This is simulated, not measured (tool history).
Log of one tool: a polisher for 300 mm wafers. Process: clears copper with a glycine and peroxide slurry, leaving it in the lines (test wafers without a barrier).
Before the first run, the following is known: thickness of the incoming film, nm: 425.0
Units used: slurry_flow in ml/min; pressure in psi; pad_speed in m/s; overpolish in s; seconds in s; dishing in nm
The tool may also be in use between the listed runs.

run    day  slurry_flow  pressure  pad_speed  overpolish  seconds  dishing
  1  0.000          280       2.2       0.80          25  110.890   50.228
  2  0.367          280       2.5       0.80          25  101.960   53.972
  3  0.654          345       2.5       0.80          25   99.859   55.284
  4  0.904          345       2.5       0.80          15  100.150   37.060
  5  0.938          345       2.4       0.80          16  103.600   39.594
  6  1.179          345       2.4       0.94          16   89.459   44.436

Forecast run 7:
  7  1.229          345       2.2       0.94          17        ?        ?

seconds: 95.460 s
dishing: 40.490 nm
